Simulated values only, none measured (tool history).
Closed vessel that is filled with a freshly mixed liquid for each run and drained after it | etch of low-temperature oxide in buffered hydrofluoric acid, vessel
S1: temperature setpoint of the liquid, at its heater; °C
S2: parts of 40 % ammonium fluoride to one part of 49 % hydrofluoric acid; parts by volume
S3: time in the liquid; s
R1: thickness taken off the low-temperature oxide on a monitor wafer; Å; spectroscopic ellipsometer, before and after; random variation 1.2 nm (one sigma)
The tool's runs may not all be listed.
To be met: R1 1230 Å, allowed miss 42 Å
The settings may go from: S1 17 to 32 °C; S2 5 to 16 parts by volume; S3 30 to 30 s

run,day,S1,S2,S3,R1
1,0,24,9.5,30,808.13
2,0.354,24,10.5,30,756.75
3,0.433,25,10.5,30,782.31
4,0.696,26,10.5,30,832.74
5,0.921,26.5,10.5,30,853.71
6,1.004,26.5,8,30,1073.8
7,1.138,27,8,30,1118
8,1.208,28,8,30,1178.3

Which of these 4 next moves meets every target?
A,1.279,27.5,7.5,30,?
B,1.279,28.5,8.5,30,?
C,1.279,25,6,30,?
D,1.279,26.5,6.5,30,?

move,R1
A,1223
B,1126.3
C,1316.7
D,1331.9
A: meets every target
B: further off than the last run
C: takes the result that was furthest off past its target
D: takes the result that was furthest off past its target
Move A is the one to make.
